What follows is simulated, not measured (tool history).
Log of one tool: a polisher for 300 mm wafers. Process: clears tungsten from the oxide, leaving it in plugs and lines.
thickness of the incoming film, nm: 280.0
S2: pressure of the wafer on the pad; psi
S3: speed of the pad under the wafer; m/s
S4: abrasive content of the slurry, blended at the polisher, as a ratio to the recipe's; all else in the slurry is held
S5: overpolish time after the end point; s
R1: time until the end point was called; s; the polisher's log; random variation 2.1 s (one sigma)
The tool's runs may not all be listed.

run 1 hour=0 | flow_of_slurry_(ml/min)=140 S2=3.3 S3=0.9 S4=1 S5=5 | R1=80.964
run 2 hour=1.1 | flow_of_slurry_(ml/min)=170 S2=3.3 S3=0.9 S4=1 S5=5 | R1=77.052
run 3 hour=3.1 | flow_of_slurry_(ml/min)=170 S2=3.3 S3=0.9 S4=1 S5=5 | R1=79.702
run 4 hour=4.1 | flow_of_slurry_(ml/min)=190 S2=3.3 S3=0.9 S4=1 S5=5 | R1=79.852
run 5 hour=9.2 | flow_of_slurry_(ml/min)=190 S2=3.3 S3=0.9 S4=1 S5=5 | R1=77.07
run 6 hour=13.9 | flow_of_slurry_(ml/min)=190 S2=3.2 S3=0.9 S4=1 S5=5 | R1=82.442
run 7 hour=14.8 | flow_of_slurry_(ml/min)=190 S2=3.2 S3=0.9 S4=1 S5=5 | R1=78.966
run 8 hour=19.9 | flow_of_slurry_(ml/min)=190 S2=3.1 S3=0.9 S4=1 S5=5 | R1=81.972

The next listed run, before its measurement:
-- hour=27.8 slurry blender recalibrated
run 9 hour=27.8 | flow_of_slurry_(ml/min)=190 S2=3 S3=0.9 S4=1 S5=5 | R1=?

{"run 9": {"R1": 83.146}}
